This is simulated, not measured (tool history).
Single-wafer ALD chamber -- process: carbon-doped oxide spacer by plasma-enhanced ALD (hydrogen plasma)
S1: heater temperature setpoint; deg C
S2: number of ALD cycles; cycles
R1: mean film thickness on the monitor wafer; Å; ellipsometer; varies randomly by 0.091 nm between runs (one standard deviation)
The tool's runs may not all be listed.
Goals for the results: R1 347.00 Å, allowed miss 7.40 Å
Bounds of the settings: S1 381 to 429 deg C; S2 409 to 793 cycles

run	hour	S1	S2	R1
1	0.0	405	601	275.91
2	7.1	397	601	280.45
3	12.4	387	601	279.63
4	15.0	387	636	295.53
5	18.6	381	636	295.32
6	24.3	381	636	295.37
7	28.5	381	664	309.08
8	31.8	381	684	315.97
9	40.3	381	702	326.12
10	49.0	381	713	330.19
11	54.0	381	722	336.61
12	57.8	381	727	336.92

Exactly one of the 5 candidate moves below puts every result within its allowed miss. Which one?
A	61.6	381	713	?
B	61.6	381	745	?
C	61.6	381	721	?
D	61.6	381	720	?
E	61.6	386	714	?

move	R1
A	332.49
B	347.41
C	336.22
D	335.75
E	332.96
A: its largest miss is bigger than the last run's
B: all results land within tolerance of their targets
C: its largest miss is bigger than the last run's
D: its largest miss is bigger than the last run's
E: its largest miss is bigger than the last run's
B meets every target.
